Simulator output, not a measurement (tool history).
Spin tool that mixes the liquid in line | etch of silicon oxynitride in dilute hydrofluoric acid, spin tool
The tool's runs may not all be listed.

run  hour  temperature setpoint of the liquid (K)  parts of water to one part of 49 % hydrofluoric acid (parts by volume)  time under the liquid (s)  thickness taken off the silicon oxynitride on a monitor wafer (Å)
  1   0.0                                  297.15                                                                     180                        290                                                             76.735
  2   6.3                                  299.15                                                                     180                        290                                                             84.080
  3   8.5                                  299.15                                                                     145                        290                                                            106.890
  4  10.7                                  302.65                                                                     145                        290                                                            126.580
  5  18.4                                  303.15                                                                     130                        290                                                            145.830
  6  24.3                                  303.15                                                                     130                        290                                                            144.790
  7  32.2                                  303.65                                                                     120                        290                                                            162.070
     39.9  -- hydrofluoric acid flow meter replaced
  8  39.9                                  304.15                                                                     115                        290                                                            156.690
  9  41.1                                  304.15                                                                     105                        290                                                            174.020

Run 10 comes next. What will it give?
 10  45.4                                  304.15                                                                     100                        290                                                                  ?

Run 10 gave thickness taken off the silicon oxynitride on a monitor wafer (Å) 182.610.
